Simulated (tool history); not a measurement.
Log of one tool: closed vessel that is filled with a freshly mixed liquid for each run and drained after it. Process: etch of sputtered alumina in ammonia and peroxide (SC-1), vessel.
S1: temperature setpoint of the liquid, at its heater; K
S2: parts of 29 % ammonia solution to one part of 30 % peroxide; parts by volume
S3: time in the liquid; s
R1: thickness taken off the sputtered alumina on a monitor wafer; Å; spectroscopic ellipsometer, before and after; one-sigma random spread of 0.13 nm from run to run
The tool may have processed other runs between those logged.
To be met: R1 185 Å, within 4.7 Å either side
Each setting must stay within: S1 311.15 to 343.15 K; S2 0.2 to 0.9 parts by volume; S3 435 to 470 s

| run | day | S1 | S2 | S3 | R1 |
|---|---|---|---|---|---|
| 1 | 0 | 327.15 | 0.5 | 435 | 235.65 |
| 2 | 0.025 | 330.65 | 0.5 | 435 | 287.82 |
| 3 | 0.096 | 330.65 | 0.5 | 435 | 287.83 |
| 4 | 0.171 | 328.65 | 0.5 | 435 | 256.08 |
| 5 | 0.421 | 327.15 | 0.5 | 435 | 238.38 |
| 6 | 0.592 | 331.65 | 0.5 | 435 | 301.28 |
| 7 | 0.746 | 329.15 | 0.5 | 435 | 264.86 |
| 8 | 0.9 | 327.65 | 0.5 | 435 | 247.67 |
| 9 | 1.146 | 320.65 | 0.5 | 435 | 168.75 |

Of the 4 settings listed for the next run, only one would bring every result within its allowed miss of target. Which one?
| A | 1.392 | 320.15 | 0.75 | 440 | ? |
| B | 1.392 | 319.65 | 0.55 | 435 | ? |
| C | 1.392 | 321.65 | 0.35 | 470 | ? |
| D | 1.392 | 317.65 | 0.8 | 470 | ? |

| move | R1 |
|---|---|
| A | 169.76 |
| B | 158.44 |
| C | 183.41 |
| D | 158.37 |
A: nearer the targets than the last run, but a result is still out of spec
B: further off than the last run
C: hits every target within its allowed miss
D: further off than the last run
Go with C: it meets all targets.

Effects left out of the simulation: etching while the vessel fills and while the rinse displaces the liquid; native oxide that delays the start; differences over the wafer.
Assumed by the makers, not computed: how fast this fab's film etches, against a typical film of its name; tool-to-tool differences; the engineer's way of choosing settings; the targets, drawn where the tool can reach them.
